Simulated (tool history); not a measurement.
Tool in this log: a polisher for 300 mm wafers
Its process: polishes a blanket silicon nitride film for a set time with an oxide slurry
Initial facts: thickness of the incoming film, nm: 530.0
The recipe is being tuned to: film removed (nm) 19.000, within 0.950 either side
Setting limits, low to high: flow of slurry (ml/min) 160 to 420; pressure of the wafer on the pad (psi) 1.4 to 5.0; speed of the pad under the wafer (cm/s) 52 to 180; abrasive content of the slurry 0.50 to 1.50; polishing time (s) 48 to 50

| run | hour | flow of slurry (ml/min) | pressure of the wafer on the pad (psi) | speed of the pad under the wafer (cm/s) | abrasive content of the slurry | polishing time (s) | film removed (nm) |
|---|---|---|---|---|---|---|---|
| 1 | 0.0 | 270 | 3.2 | 116 | 1.00 | 48 | 26.332 |
| 2 | 5.5 | 240 | 3.2 | 116 | 1.00 | 48 | 26.459 |
| 3 | 6.8 | 215 | 3.2 | 116 | 1.00 | 48 | 25.997 |
| 4 | 8.0 | 215 | 3.5 | 116 | 1.00 | 48 | 28.648 |
| 5 | 16.7 | 280 | 3.5 | 116 | 1.00 | 48 | 29.019 |
| 6 | 20.2 | 280 | 3.3 | 116 | 1.00 | 48 | 27.203 |
| 7 | 26.5 | 280 | 3.3 | 116 | 1.00 | 48 | 27.542 |
| 8 | 32.9 | 280 | 3.2 | 116 | 1.00 | 48 | 27.152 |
| 9 | 37.4 | 280 | 3.1 | 116 | 1.00 | 48 | 25.802 |
| 10 | 45.2 | 280 | 3.0 | 116 | 1.00 | 48 | 24.849 |
| 11 | 50.6 | 280 | 2.9 | 116 | 1.00 | 48 | 24.187 |
| 12 | 51.4 | 280 | 2.9 | 116 | 1.00 | 48 | 24.633 |
| 13 | 59.3 | 280 | 2.8 | 116 | 1.00 | 48 | 23.790 |
| 14 | 66.3 | 280 | 2.7 | 116 | 1.00 | 48 | 22.782 |
| 15 | 71.5 | 280 | 2.6 | 116 | 1.00 | 48 | 22.261 |
| 16 | 77.9 | 280 | 2.0 | 114 | 1.00 | 48 | 16.578 |

Which of these 4 next moves meets every target?
| A | 84.3 | 265 | 2.5 | 108 | 0.90 | 49 | ? |
| B | 84.3 | 205 | 2.2 | 120 | 0.85 | 48 | ? |
| C | 84.3 | 345 | 1.9 | 134 | 0.60 | 50 | ? |
| D | 84.3 | 225 | 2.1 | 108 | 1.00 | 49 | ? |

| move | film removed (nm) |
|---|---|
| A | 19.557 |
| B | 17.529 |
| C | 14.590 |
| D | 17.236 |
A: in spec on every target
B: closes in on the targets versus the last run, not all within tolerance yet
C: further off than the last run
D: closes in on the targets versus the last run, not all within tolerance yet
The right move is A.
